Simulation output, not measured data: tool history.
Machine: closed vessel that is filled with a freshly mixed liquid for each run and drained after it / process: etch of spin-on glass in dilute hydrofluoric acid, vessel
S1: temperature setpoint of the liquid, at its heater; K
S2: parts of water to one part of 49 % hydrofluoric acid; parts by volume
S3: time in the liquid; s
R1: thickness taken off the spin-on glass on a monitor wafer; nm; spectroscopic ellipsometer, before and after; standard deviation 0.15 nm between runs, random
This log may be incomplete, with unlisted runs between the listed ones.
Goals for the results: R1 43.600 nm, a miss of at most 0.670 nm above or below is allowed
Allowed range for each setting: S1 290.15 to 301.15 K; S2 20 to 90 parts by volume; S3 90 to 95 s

| run | hour | S1 | S2 | S3 | R1 |
|---|---|---|---|---|---|
| 1 | 0.0 | 293.15 | 50 | 90 | 49.127 |
| 2 | 4.9 | 293.15 | 45 | 90 | 54.396 |
| 3 | 13.4 | 290.15 | 45 | 90 | 47.916 |
| 4 | 15.4 | 290.15 | 50 | 90 | 42.835 |
| 5 | 23.3 | 292.65 | 50 | 90 | 47.738 |
| 6 | 25.5 | 292.65 | 50 | 95 | 50.134 |
| 7 | 29.4 | 292.15 | 50 | 95 | 49.569 |
| 8 | 32.3 | 292.15 | 50 | 95 | 49.235 |
| 9 | 37.4 | 291.65 | 50 | 95 | 48.175 |
| 10 | 46.3 | 291.15 | 50 | 95 | 47.245 |
|  | 47.0 | hydrofluoric acid flow meter replaced |
| 11 | 47.0 | 290.65 | 50 | 95 | 49.162 |

Which of these 4 next moves meets every target?
| A | 47.7 | 290.15 | 50 | 90 | ? |
| B | 47.7 | 292.65 | 50 | 90 | ? |
| C | 47.7 | 290.65 | 55 | 90 | ? |
| D | 47.7 | 290.15 | 55 | 95 | ? |

| move | R1 |
|---|---|
| A | 45.720 |
| B | 50.917 |
| C | 42.237 |
| D | 43.630 |
A: better than the last run, though not everything is in spec
B: further off than the last run
C: carries the result that was furthest off beyond its target, to the other side
D: meets every target
The move that meets every target is D.
